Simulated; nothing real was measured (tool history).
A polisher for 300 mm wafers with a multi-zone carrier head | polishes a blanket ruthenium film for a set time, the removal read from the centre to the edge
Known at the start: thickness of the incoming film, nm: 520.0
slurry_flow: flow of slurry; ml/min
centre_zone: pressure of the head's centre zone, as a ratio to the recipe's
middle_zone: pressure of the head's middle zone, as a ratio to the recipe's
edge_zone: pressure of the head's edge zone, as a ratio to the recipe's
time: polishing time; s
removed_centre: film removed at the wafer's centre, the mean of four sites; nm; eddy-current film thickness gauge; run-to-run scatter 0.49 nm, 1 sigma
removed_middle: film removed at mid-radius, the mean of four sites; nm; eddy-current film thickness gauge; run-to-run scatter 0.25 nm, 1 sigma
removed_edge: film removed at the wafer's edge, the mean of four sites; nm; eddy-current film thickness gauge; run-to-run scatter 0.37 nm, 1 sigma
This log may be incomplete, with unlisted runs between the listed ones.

| run | day | slurry_flow | centre_zone | middle_zone | edge_zone | time | removed_centre | removed_middle | removed_edge |
|---|---|---|---|---|---|---|---|---|---|
| 1 | 0.000 | 215 | 1.00 | 1.00 | 1.00 | 47 | 58.261 | 58.667 | 58.026 |
| 2 | 0.183 | 215 | 1.00 | 1.00 | 0.96 | 47 | 57.456 | 58.796 | 57.399 |
| 3 | 0.462 | 210 | 1.01 | 1.01 | 0.93 | 41 | 49.882 | 51.239 | 49.143 |
| 4 | 0.588 | 230 | 1.01 | 1.01 | 0.93 | 41 | 52.511 | 51.881 | 49.512 |
| 5 | 0.788 | 230 | 1.01 | 1.01 | 0.99 | 41 | 51.806 | 51.761 | 51.456 |
| 6 | 0.879 | 230 | 1.05 | 1.01 | 0.99 | 41 | 52.176 | 51.738 | 50.324 |
| 7 | 1.171 | 215 | 1.06 | 1.02 | 0.96 | 37 | 46.626 | 46.740 | 45.408 |
| 8 | 1.396 | 210 | 1.07 | 1.03 | 0.93 | 34 | 43.682 | 43.244 | 40.724 |
| 9 | 1.638 | 195 | 1.07 | 1.03 | 0.91 | 32 | 40.662 | 40.397 | 37.926 |
| 10 | 1.888 | 185 | 1.06 | 1.03 | 0.89 | 31 | 39.922 | 38.710 | 36.239 |

For run 11, what comes out?
| 11 | 2.212 | 175 | 1.04 | 1.04 | 0.88 | 30 | ? | ? | ? |

removed_centre: 37.675 nm
removed_middle: 37.396 nm
removed_edge: 34.525 nm
